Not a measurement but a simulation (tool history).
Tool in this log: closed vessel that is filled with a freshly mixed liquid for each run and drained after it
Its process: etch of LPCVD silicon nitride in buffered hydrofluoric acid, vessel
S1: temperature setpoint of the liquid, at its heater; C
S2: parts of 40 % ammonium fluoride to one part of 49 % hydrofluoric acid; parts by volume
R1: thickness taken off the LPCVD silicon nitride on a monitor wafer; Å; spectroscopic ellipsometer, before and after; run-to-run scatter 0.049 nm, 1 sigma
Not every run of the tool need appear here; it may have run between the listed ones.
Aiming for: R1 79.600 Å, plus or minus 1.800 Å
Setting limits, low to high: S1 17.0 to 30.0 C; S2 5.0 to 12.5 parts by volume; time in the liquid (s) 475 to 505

{"run": 1, "day": 0.0, "S1": 22.0, "S2": 7.5, "time in the liquid (s)": 475, "R1": 67.809}
{"run": 2, "day": 0.225, "S1": 22.5, "S2": 7.5, "time in the liquid (s)": 475, "R1": 69.128}
{"run": 3, "day": 0.479, "S1": 22.5, "S2": 7.5, "time in the liquid (s)": 475, "R1": 68.769}
{"run": 4, "day": 0.629, "S1": 22.5, "S2": 5.5, "time in the liquid (s)": 475, "R1": 92.539}
{"run": 5, "day": 0.792, "S1": 22.5, "S2": 5.5, "time in the liquid (s)": 475, "R1": 91.962}
{"run": 6, "day": 0.975, "S1": 22.5, "S2": 5.5, "time in the liquid (s)": 505, "R1": 97.721}
{"run": 7, "day": 1.083, "S1": 22.0, "S2": 5.5, "time in the liquid (s)": 505, "R1": 94.858}
{"run": 8, "day": 1.4, "S1": 21.5, "S2": 5.5, "time in the liquid (s)": 505, "R1": 91.843}
{"run": 9, "day": 1.454, "S1": 21.0, "S2": 5.5, "time in the liquid (s)": 505, "R1": 89.358}
{"run": 10, "day": 1.675, "S1": 20.5, "S2": 5.5, "time in the liquid (s)": 505, "R1": 88.567}
{"run": 11, "day": 2.004, "S1": 20.0, "S2": 5.5, "time in the liquid (s)": 505, "R1": 85.588}

Below are 5 possible settings for the next run. Only one of them brings all results inside the allowed miss of their targets. Which is it?
{"run": "A", "day": 2.333, "S1": 19.0, "S2": 5.5, "time in the liquid (s)": 500, "R1": "?"}
{"run": "B", "day": 2.333, "S1": 17.0, "S2": 5.0, "time in the liquid (s)": 495, "R1": "?"}
{"run": "C", "day": 2.333, "S1": 17.5, "S2": 5.5, "time in the liquid (s)": 505, "R1": "?"}
{"run": "D", "day": 2.333, "S1": 20.0, "S2": 5.5, "time in the liquid (s)": 500, "R1": "?"}
{"run": "E", "day": 2.333, "S1": 20.0, "S2": 5.0, "time in the liquid (s)": 500, "R1": "?"}

move=A R1=80.340
move=B R1=76.994
move=C R1=74.548
move=D R1=84.971
move=E R1=92.106
A: each result inside its tolerance
B: takes the biggest miss from the last run beyond its target
C: takes the biggest miss from the last run beyond its target
D: nearer than the last run, and not there yet
E: moves away from the targets compared with the last run
The move that meets every target is A.
